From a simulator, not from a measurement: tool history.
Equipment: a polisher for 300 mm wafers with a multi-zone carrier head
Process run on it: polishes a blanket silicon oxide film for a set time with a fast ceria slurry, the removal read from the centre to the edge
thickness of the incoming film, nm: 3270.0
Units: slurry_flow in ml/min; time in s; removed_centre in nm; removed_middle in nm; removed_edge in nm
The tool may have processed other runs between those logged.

Run 1, hour 0.0: slurry_flow 160 ml/min, centre_zone 1.00, middle_zone 1.00, edge_zone 1.00, time 48 s. Result: removed_centre 423.94 nm, removed_middle 461.79 nm, removed_edge 477.95 nm.
Run 2, hour 4.7: slurry_flow 160 ml/min, centre_zone 1.00, middle_zone 1.00, edge_zone 1.00, time 54 s. Result: removed_centre 489.85 nm, removed_middle 514.63 nm, removed_edge 534.07 nm.
Run 3, hour 13.5: slurry_flow 160 ml/min, centre_zone 1.00, middle_zone 1.00, edge_zone 1.00, time 64 s. Result: removed_centre 576.46 nm, removed_middle 603.55 nm, removed_edge 611.73 nm.
Run 4, hour 16.0: slurry_flow 160 ml/min, centre_zone 1.00, middle_zone 1.08, edge_zone 1.00, time 64 s. Result: removed_centre 574.71 nm, removed_middle 633.80 nm, removed_edge 609.40 nm.
Run 5, hour 24.7: slurry_flow 160 ml/min, centre_zone 1.04, middle_zone 1.08, edge_zone 1.00, time 64 s. Result: removed_centre 597.47 nm, removed_middle 649.52 nm, removed_edge 622.00 nm.
Run 6, hour 29.1: slurry_flow 160 ml/min, centre_zone 1.04, middle_zone 1.01, edge_zone 1.00, time 64 s. Result: removed_centre 601.91 nm, removed_middle 621.04 nm, removed_edge 619.24 nm.
Run 7, hour 33.1: slurry_flow 160 ml/min, centre_zone 1.04, middle_zone 1.01, edge_zone 1.00, time 64 s. Result: removed_centre 601.03 nm, removed_middle 611.47 nm, removed_edge 628.55 nm.
Run 8, hour 40.5: slurry_flow 150 ml/min, centre_zone 1.04, middle_zone 0.97, edge_zone 0.97, time 59 s. Result: removed_centre 533.17 nm, removed_middle 544.67 nm, removed_edge 557.57 nm.
Run 9, hour 46.3: slurry_flow 150 ml/min, centre_zone 1.06, middle_zone 0.93, edge_zone 0.97, time 55 s. Result: removed_centre 512.60 nm, removed_middle 483.41 nm, removed_edge 522.27 nm.
Run 10, hour 49.4: slurry_flow 145 ml/min, centre_zone 1.06, middle_zone 0.91, edge_zone 0.96, time 52 s. Result: removed_centre 484.10 nm, removed_middle 455.56 nm, removed_edge 486.15 nm.
Run 11, hour 56.7: slurry_flow 140 ml/min, centre_zone 1.05, middle_zone 0.89, edge_zone 0.96, time 50 s. Result: removed_centre 450.68 nm, removed_middle 414.32 nm, removed_edge 476.81 nm.
Run 12, hour 59.8: slurry_flow 135 ml/min, centre_zone 1.05, middle_zone 0.88, edge_zone 0.94, time 49 s. Result: removed_centre 438.68 nm, removed_middle 403.92 nm, removed_edge 449.04 nm.
At hour 65.4: slurry nozzle cleaned.
Run 13, hour 65.4: slurry_flow 130 ml/min, centre_zone 1.04, middle_zone 0.87, edge_zone 0.93, time 49 s. Result: removed_centre 483.72 nm, removed_middle 449.13 nm, removed_edge 494.44 nm.
Run 14, hour 69.1: slurry_flow 175 ml/min, centre_zone 1.09, middle_zone 0.94, edge_zone 1.03, time 51 s. Result: removed_centre 550.71 nm, removed_middle 515.89 nm, removed_edge 549.03 nm.
Run 15, hour 73.8: slurry_flow 160 ml/min, centre_zone 1.07, middle_zone 0.91, edge_zone 0.99, time 51 s. Result: removed_centre 539.01 nm, removed_middle 506.42 nm, removed_edge 525.92 nm.
Run 16, hour 80.4: slurry_flow 145 ml/min, centre_zone 1.08, middle_zone 0.92, edge_zone 0.97, time 51 s. Result: removed_centre 543.38 nm, removed_middle 498.58 nm, removed_edge 513.32 nm.

Run 17 has not been measured yet. What should we expect?
Run 17, hour 82.9: slurry_flow 140 ml/min, centre_zone 1.07, middle_zone 0.89, edge_zone 0.94, time 51 s. Result: removed_centre ?, removed_middle ?, removed_edge ?.

Run 17 produced removed_centre 540.55 nm, removed_middle 482.24 nm, removed_edge 511.34 nm.
